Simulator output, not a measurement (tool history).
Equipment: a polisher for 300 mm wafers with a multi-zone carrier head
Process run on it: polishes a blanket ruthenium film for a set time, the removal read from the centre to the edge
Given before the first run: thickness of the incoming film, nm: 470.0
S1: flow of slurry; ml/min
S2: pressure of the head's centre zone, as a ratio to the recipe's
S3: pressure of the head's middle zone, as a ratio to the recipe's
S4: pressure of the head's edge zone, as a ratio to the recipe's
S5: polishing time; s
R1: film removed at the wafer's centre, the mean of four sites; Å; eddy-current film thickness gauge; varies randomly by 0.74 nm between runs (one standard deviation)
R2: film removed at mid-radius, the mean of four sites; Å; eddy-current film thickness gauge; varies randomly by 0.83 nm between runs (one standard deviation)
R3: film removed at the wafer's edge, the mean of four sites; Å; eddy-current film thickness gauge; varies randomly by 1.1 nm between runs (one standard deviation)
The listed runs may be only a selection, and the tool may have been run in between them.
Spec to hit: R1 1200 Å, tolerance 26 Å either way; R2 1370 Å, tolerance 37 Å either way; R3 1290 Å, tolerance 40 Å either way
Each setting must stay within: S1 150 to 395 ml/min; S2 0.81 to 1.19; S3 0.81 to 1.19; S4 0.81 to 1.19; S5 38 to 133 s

run 1 day=0 | S1=250 S2=1 S3=1 S4=1 S5=85 | R1=1501.3 R2=1447.4 R3=1478.5
run 2 day=0.204 | S1=240 S2=0.97 S3=1 S4=0.97 S5=85 | R1=1432.3 R2=1428 R3=1447.3
run 3 day=0.5 | S1=230 S2=0.95 S3=1 S4=0.95 S5=85 | R1=1416.2 R2=1422.9 R3=1444.3
run 4 day=0.525 | S1=270 S2=0.95 S3=1 S4=0.95 S5=85 | R1=1426.1 R2=1472.1 R3=1463.7
run 5 day=0.875 | S1=270 S2=0.95 S3=1 S4=0.99 S5=85 | R1=1421.4 R2=1474.8 R3=1506.8
run 6 day=1.142 | S1=260 S2=0.93 S3=1 S4=0.96 S5=84 | R1=1380.1 R2=1436.1 R3=1459.4
run 7 day=1.392 | S1=250 S2=0.92 S3=1.01 S4=0.94 S5=83 | R1=1352.3 R2=1431.3 R3=1437.6
run 8 day=1.717 | S1=245 S2=0.91 S3=1.02 S4=0.92 S5=82 | R1=1307 R2=1422 R3=1399.9
run 9 day=1.904 | S1=235 S2=0.9 S3=1.02 S4=0.9 S5=82 | R1=1292.2 R2=1401.1 R3=1378.3
run 10 day=2.279 | S1=225 S2=0.89 S3=1.03 S4=0.89 S5=82 | R1=1268.2 R2=1417.4 R3=1359.8
run 11 day=2.354 | S1=215 S2=0.89 S3=1.03 S4=0.88 S5=82 | R1=1274.5 R2=1415 R3=1355.2
run 12 day=2.533 | S1=210 S2=0.88 S3=1.03 S4=0.87 S5=82 | R1=1237.3 R2=1403 R3=1330.6

5 next moves are on the table. One of them brings every result within its allowed miss. Which?
run A day=2.712 | S1=215 S2=0.89 S3=0.98 S4=0.89 S5=78 | R1=? R2=? R3=?
run B day=2.712 | S1=210 S2=0.81 S3=1.03 S4=0.88 S5=83 | R1=? R2=? R3=?
run C day=2.712 | S1=225 S2=0.89 S3=0.99 S4=0.9 S5=77 | R1=? R2=? R3=?
run D day=2.712 | S1=210 S2=0.81 S3=0.9 S4=0.92 S5=83 | R1=? R2=? R3=?
run E day=2.712 | S1=180 S2=0.89 S3=1.05 S4=0.88 S5=80 | R1=? R2=? R3=?

move=A R1=1201.1 R2=1288.5 R3=1281.3
move=B R1=1159.5 R2=1427.2 R3=1353.1
move=C R1=1191.8 R2=1288.7 R3=1275.5
move=D R1=1158.4 R2=1274.4 R3=1383.4
move=E R1=1206.8 R2=1375 R3=1288.2
A: the worst result of the last run now meets its target, but another is out of spec
B: moves the result that the last run missed by most past its target, out the other side
C: the worst result of the last run now meets its target, but another is out of spec
D: moves the result that the last run missed by most past its target, out the other side
E: meets every target
Answer: E
